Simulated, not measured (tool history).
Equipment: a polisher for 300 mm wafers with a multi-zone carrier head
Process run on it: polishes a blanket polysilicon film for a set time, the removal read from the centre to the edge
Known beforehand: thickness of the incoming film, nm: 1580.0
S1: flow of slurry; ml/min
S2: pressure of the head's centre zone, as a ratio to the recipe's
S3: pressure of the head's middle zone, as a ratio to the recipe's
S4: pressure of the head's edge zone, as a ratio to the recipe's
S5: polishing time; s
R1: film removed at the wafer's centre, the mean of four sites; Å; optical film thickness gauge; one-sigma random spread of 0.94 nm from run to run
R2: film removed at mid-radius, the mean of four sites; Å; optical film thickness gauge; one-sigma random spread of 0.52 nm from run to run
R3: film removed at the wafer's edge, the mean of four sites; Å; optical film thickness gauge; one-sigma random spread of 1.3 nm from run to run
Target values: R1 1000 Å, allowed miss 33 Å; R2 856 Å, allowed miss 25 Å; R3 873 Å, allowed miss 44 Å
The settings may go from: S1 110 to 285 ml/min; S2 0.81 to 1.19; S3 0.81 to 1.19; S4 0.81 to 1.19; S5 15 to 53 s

run 1 day=0 | S1=180 S2=1 S3=1 S4=1 S5=34 | R1=1675.7 R2=1573.9 R3=1579.5
run 2 day=0.229 | S1=180 S2=1 S3=1 S4=1 S5=42 | R1=2087.1 R2=1955.9 R3=1918.5
run 3 day=0.562 | S1=200 S2=1 S3=1 S4=1 S5=42 | R1=2121.4 R2=1989.5 R3=1965.5
run 4 day=0.708 | S1=200 S2=1.07 S3=1 S4=1 S5=42 | R1=2294.9 R2=1968.8 R3=2026.3
run 5 day=1.008 | S1=200 S2=1.07 S3=1 S4=0.92 S5=42 | R1=2297.9 R2=1960.4 R3=1919.7
-- day=1.083 centre zone pressure recalibrated
run 6 day=1.083 | S1=180 S2=1.04 S3=0.96 S4=0.88 S5=34 | R1=1712.6 R2=1522.7 R3=1495.2
run 7 day=1.121 | S1=175 S2=1.05 S3=0.94 S4=0.86 S5=28 | R1=1411.1 R2=1220.7 R3=1196.1
run 8 day=1.475 | S1=170 S2=1.04 S3=0.91 S4=0.85 S5=25 | R1=1191.6 R2=1052.3 R3=1105.8
run 9 day=1.808 | S1=170 S2=1.05 S3=0.91 S4=0.84 S5=23 | R1=1135 R2=977.04 R3=979.04
run 10 day=1.904 | S1=135 S2=1.01 S3=0.86 S4=0.81 S5=20 | R1=893.35 R2=771.72 R3=817.86
run 11 day=2.212 | S1=155 S2=1.02 S3=0.87 S4=0.81 S5=20 | R1=920.61 R2=805.18 R3=837.56
run 12 day=2.525 | S1=170 S2=1.03 S3=0.87 S4=0.81 S5=20 | R1=970.85 R2=810.37 R3=830.58
run 13 day=2.579 | S1=170 S2=1.03 S3=0.88 S4=0.82 S5=20 | R1=971.79 R2=820.81 R3=842.76

Pick the move, out of 5, that brings all results within their allowed miss; only one does.
run A day=2.633 | S1=180 S2=1.03 S3=1.04 S4=0.81 S5=19 | R1=? R2=? R3=?
run B day=2.633 | S1=250 S2=1.19 S3=0.98 S4=0.81 S5=18 | R1=? R2=? R3=?
run C day=2.633 | S1=175 S2=1.02 S3=0.87 S4=0.81 S5=21 | R1=? R2=? R3=?
run D day=2.633 | S1=285 S2=1.05 S3=0.95 S4=0.81 S5=18 | R1=? R2=? R3=?
run E day=2.633 | S1=265 S2=1.17 S3=0.97 S4=0.81 S5=18 | R1=? R2=? R3=?

move=A R1=924.51 R2=909.03 R3=793.55
move=B R1=1068.1 R2=858.27 R3=779.5
move=C R1=1005 R2=860.97 R3=875.88
move=D R1=956.86 R2=849.11 R3=788.5
move=E R1=1057.9 R2=856.77 R3=783.6
A: carries the result that was furthest off beyond its target, to the other side
B: brings the result that was furthest off to its target, and leaves another outside
C: all results in spec
D: brings the result that was furthest off to its target, and leaves another outside
E: brings the result that was furthest off to its target, and leaves another outside
C meets every target.

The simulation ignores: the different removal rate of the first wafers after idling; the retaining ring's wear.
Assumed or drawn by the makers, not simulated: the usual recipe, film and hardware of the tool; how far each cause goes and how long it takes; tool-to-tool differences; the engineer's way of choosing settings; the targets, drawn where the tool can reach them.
